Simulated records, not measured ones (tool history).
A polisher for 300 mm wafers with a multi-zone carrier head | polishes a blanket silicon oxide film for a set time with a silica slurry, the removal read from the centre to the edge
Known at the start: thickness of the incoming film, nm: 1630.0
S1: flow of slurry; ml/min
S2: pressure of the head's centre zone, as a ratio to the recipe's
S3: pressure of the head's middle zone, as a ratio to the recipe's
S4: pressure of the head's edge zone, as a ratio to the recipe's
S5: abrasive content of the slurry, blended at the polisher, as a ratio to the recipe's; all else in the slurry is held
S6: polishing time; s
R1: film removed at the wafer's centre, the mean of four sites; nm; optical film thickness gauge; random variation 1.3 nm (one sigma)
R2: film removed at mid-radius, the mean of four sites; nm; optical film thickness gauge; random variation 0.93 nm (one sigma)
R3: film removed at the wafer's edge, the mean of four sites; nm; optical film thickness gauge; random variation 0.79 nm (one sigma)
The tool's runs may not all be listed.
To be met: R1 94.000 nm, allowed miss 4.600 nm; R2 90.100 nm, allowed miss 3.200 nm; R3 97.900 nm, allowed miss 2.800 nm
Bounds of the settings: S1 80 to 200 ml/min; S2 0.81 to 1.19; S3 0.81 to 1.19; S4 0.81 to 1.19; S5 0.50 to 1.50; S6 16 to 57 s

Run 1, hour 0.0: S1 130 ml/min, S2 1.00, S3 1.00, S4 1.00, S5 1.00, S6 36 s. Result: R1 143.010 nm, R2 143.160 nm, R3 146.680 nm.
Run 2, hour 1.2: S1 130 ml/min, S2 0.97, S3 1.00, S4 1.00, S5 1.00, S6 36 s. Result: R1 138.290 nm, R2 143.450 nm, R3 147.270 nm.
Run 3, hour 7.6: S1 105 ml/min, S2 0.97, S3 1.00, S4 1.00, S5 1.00, S6 36 s. Result: R1 134.450 nm, R2 138.030 nm, R3 143.150 nm.
Run 4, hour 13.4: S1 105 ml/min, S2 0.97, S3 1.00, S4 1.00, S5 1.00, S6 41 s. Result: R1 152.510 nm, R2 154.580 nm, R3 163.050 nm.
Run 5, hour 20.5: S1 105 ml/min, S2 0.97, S3 1.00, S4 1.04, S5 1.00, S6 41 s. Result: R1 152.050 nm, R2 156.070 nm, R3 166.970 nm.
Run 6, hour 24.2: S1 130 ml/min, S2 0.97, S3 1.00, S4 1.04, S5 1.00, S6 41 s. Result: R1 156.870 nm, R2 161.460 nm, R3 168.320 nm.
Run 7, hour 31.3: S1 130 ml/min, S2 0.97, S3 0.97, S4 1.01, S5 0.85, S6 37 s. Result: R1 130.280 nm, R2 133.310 nm, R3 142.060 nm.
Run 8, hour 37.5: S1 125 ml/min, S2 0.98, S3 0.95, S4 0.97, S5 0.75, S6 35 s. Result: R1 117.420 nm, R2 116.290 nm, R3 124.970 nm.
Run 9, hour 44.1: S1 120 ml/min, S2 0.98, S3 0.94, S4 0.93, S5 0.65, S6 34 s. Result: R1 107.040 nm, R2 103.930 nm, R3 111.270 nm.
Run 10, hour 44.6: S1 110 ml/min, S2 0.97, S3 0.93, S4 0.90, S5 0.65, S6 34 s. Result: R1 105.500 nm, R2 102.340 nm, R3 108.930 nm.
Run 11, hour 45.6: S1 105 ml/min, S2 0.96, S3 0.92, S4 0.88, S5 0.60, S6 34 s. Result: R1 100.800 nm, R2 97.815 nm, R3 102.450 nm.
Run 12, hour 46.9: S1 100 ml/min, S2 0.95, S3 0.90, S4 0.88, S5 0.60, S6 34 s. Result: R1 96.844 nm, R2 93.903 nm, R3 102.040 nm.
Run 13, hour 47.5: S1 95 ml/min, S2 0.95, S3 0.90, S4 0.87, S5 0.60, S6 34 s. Result: R1 93.806 nm, R2 92.814 nm, R3 101.330 nm.
Run 14, hour 49.7: S1 95 ml/min, S2 0.96, S3 0.90, S4 0.86, S5 0.60, S6 34 s. Result: R1 98.523 nm, R2 95.095 nm, R3 100.980 nm.

5 next moves are on the table. One of them brings every result within its allowed miss. Which?
Run A, hour 51.9: S1 80 ml/min, S2 0.97, S3 0.98, S4 0.86, S5 0.60, S6 36 s. Result: R1 ?, R2 ?, R3 ?.
Run B, hour 51.9: S1 90 ml/min, S2 0.97, S3 1.01, S4 0.90, S5 0.65, S6 32 s. Result: R1 ?, R2 ?, R3 ?.
Run C, hour 51.9: S1 110 ml/min, S2 0.97, S3 0.90, S4 0.89, S5 0.50, S6 35 s. Result: R1 ?, R2 ?, R3 ?.
Run D, hour 51.9: S1 100 ml/min, S2 1.05, S3 0.84, S4 0.81, S5 0.50, S6 37 s. Result: R1 ?, R2 ?, R3 ?.
Run E, hour 51.9: S1 105 ml/min, S2 0.97, S3 0.86, S4 0.84, S5 0.60, S6 36 s. Result: R1 ?, R2 ?, R3 ?.

move       R1       R2       R3
   A   99.969  102.210  105.130
   B   94.624   98.579  100.210
   C   95.921   91.315   99.573
   D  106.450   90.219  100.170
   E  106.120   97.896  108.070
A: further off than the last run
B: further off than the last run
C: meets every target
D: brings the result that was furthest off to its target, and leaves another outside
E: further off than the last run
Move C is the one to make.

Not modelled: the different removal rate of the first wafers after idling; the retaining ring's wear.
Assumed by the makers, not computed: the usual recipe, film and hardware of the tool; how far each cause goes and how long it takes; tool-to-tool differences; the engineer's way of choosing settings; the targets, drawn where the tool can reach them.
